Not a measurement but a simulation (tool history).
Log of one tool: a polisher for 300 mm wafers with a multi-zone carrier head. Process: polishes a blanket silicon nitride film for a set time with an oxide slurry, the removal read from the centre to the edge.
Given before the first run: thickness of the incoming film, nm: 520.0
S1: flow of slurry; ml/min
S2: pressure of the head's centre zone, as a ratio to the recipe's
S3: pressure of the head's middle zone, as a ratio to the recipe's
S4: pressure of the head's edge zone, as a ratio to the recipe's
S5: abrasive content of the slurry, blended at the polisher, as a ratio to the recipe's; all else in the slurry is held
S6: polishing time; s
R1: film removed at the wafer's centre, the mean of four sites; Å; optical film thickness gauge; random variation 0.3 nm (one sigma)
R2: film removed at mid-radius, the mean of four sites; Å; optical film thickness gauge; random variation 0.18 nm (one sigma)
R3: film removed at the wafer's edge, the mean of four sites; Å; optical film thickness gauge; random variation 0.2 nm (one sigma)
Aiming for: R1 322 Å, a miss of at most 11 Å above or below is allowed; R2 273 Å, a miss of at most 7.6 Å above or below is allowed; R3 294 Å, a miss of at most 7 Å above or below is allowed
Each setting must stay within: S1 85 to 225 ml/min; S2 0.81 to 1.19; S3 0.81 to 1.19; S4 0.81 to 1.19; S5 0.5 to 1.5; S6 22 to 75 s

{"run": 1, "day": 0.0, "S1": 145, "S2": 1, "S3": 1, "S4": 1, "S5": 1, "S6": 48, "R1": 485.17, "R2": 455.89, "R3": 451.5}
{"run": 2, "day": 0.338, "S1": 140, "S2": 1, "S3": 0.98, "S4": 0.99, "S5": 0.95, "S6": 48, "R1": 474.25, "R2": 438.36, "R3": 434.47}
{"run": 3, "day": 0.612, "S1": 140, "S2": 1, "S3": 0.98, "S4": 0.99, "S5": 1.05, "S6": 48, "R1": 498.65, "R2": 455.27, "R3": 459.56}
{"run": 4, "day": 0.65, "S1": 120, "S2": 1, "S3": 0.98, "S4": 0.99, "S5": 1.05, "S6": 48, "R1": 476.5, "R2": 439.43, "R3": 447.25}
{"day": 0.946, "done": "centre zone pressure recalibrated"}
{"run": 5, "day": 0.946, "S1": 145, "S2": 1, "S3": 0.98, "S4": 0.99, "S5": 1.05, "S6": 48, "R1": 456.09, "R2": 453.29, "R3": 458.04}
{"run": 6, "day": 1.267, "S1": 145, "S2": 0.99, "S3": 0.96, "S4": 0.98, "S5": 1, "S6": 47, "R1": 435.55, "R2": 432.34, "R3": 440.27}
{"run": 7, "day": 1.458, "S1": 140, "S2": 1, "S3": 0.95, "S4": 0.97, "S5": 0.95, "S6": 47, "R1": 430.52, "R2": 418.61, "R3": 430.85}
{"run": 8, "day": 1.658, "S1": 135, "S2": 1.01, "S3": 0.94, "S4": 0.96, "S5": 0.9, "S6": 46, "R1": 413.17, "R2": 396.35, "R3": 406.05}
{"run": 9, "day": 2.008, "S1": 130, "S2": 1.02, "S3": 0.93, "S4": 0.95, "S5": 0.85, "S6": 46, "R1": 405.3, "R2": 375.94, "R3": 392.63}
{"run": 10, "day": 2.338, "S1": 125, "S2": 1.03, "S3": 0.92, "S4": 0.94, "S5": 0.8, "S6": 46, "R1": 395.96, "R2": 366.72, "R3": 383.6}

Of the 5 settings listed for the next run, only one would bring every result within its allowed miss of target. Which one?
{"run": "A", "day": 2.667, "S1": 85, "S2": 1.11, "S3": 0.9, "S4": 0.9, "S5": 0.95, "S6": 35, "R1": "?", "R2": "?", "R3": "?"}
{"run": "B", "day": 2.667, "S1": 150, "S2": 1.06, "S3": 1.13, "S4": 0.96, "S5": 0.6, "S6": 57, "R1": "?", "R2": "?", "R3": "?"}
{"run": "C", "day": 2.667, "S1": 110, "S2": 0.98, "S3": 0.81, "S4": 1, "S5": 0.85, "S6": 34, "R1": "?", "R2": "?", "R3": "?"}
{"run": "D", "day": 2.667, "S1": 85, "S2": 0.99, "S3": 0.84, "S4": 0.9, "S5": 0.8, "S6": 41, "R1": "?", "R2": "?", "R3": "?"}
{"run": "E", "day": 2.667, "S1": 115, "S2": 1.04, "S3": 0.89, "S4": 0.97, "S5": 0.7, "S6": 39, "R1": "?", "R2": "?", "R3": "?"}

move=A R1=312.88 R2=269.39 R3=296.15
move=B R1=462.01 R2=495.94 R3=443.4
move=C R1=273.83 R2=242.5 R3=296.22
move=D R1=307.36 R2=279.8 R3=325.66
move=E R1=312.27 R2=281.41 R3=313.9
A: all results land within tolerance of their targets
B: the biggest miss grows against the last run
C: the furthest-off result lands on target, but another misses its tolerance
D: nearer than the last run, and not there yet
E: nearer than the last run, and not there yet
So the answer is move A, the one that meets all the targets.

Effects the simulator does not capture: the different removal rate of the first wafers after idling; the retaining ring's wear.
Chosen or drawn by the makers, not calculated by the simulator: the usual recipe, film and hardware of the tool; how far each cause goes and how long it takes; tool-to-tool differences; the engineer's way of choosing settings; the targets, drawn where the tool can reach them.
